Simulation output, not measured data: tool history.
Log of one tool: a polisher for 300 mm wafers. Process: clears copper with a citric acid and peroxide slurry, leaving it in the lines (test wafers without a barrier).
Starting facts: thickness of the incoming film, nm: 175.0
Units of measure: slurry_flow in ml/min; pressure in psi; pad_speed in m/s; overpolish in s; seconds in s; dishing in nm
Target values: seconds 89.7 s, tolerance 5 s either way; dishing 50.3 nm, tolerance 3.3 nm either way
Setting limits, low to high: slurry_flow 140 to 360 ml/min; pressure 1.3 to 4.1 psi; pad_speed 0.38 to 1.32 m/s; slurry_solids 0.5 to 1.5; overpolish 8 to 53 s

| run | hour | slurry_flow | pressure | pad_speed | slurry_solids | overpolish | seconds | dishing |
|---|---|---|---|---|---|---|---|---|
| 1 | 0 | 230 | 2.7 | 0.84 | 1 | 27 | 100.49 | 31.781 |
| 2 | 1.2 | 230 | 2.7 | 0.84 | 1 | 37 | 100.92 | 40.397 |
| 3 | 2.1 | 250 | 2.7 | 0.84 | 1 | 37 | 99.441 | 40.667 |
| 4 | 3.7 | 250 | 3 | 0.84 | 1 | 37 | 92.929 | 42.175 |
| 5 | 11.6 | 250 | 3 | 0.84 | 1 | 39 | 94.154 | 43.91 |
| 6 | 18.9 | 250 | 3 | 0.84 | 1 | 40 | 92.64 | 45.174 |
| 7 | 25 | 250 | 3 | 0.84 | 1 | 41 | 90.557 | 45.221 |
| 8 | 33.9 | 250 | 3 | 0.84 | 1 | 42 | 94.297 | 45.899 |

Which of these 4 next moves meets every target?
| A | 42.8 | 210 | 2.7 | 0.98 | 0.95 | 36 | ? | ? |
| B | 42.8 | 270 | 2.9 | 0.8 | 0.85 | 48 | ? | ? |
| C | 42.8 | 265 | 2.6 | 1 | 0.9 | 43 | ? | ? |
| D | 42.8 | 245 | 2.7 | 0.78 | 1 | 49 | ? | ? |

| move | seconds | dishing |
|---|---|---|
| A | 87.319 | 43.15 |
| B | 99.169 | 48.784 |
| C | 86.199 | 49.483 |
| D | 103.89 | 47.718 |
A: its largest miss is bigger than the last run's
B: the furthest-off result lands on target, but another misses its tolerance
C: meets every target
D: the furthest-off result lands on target, but another misses its tolerance
C meets every target.
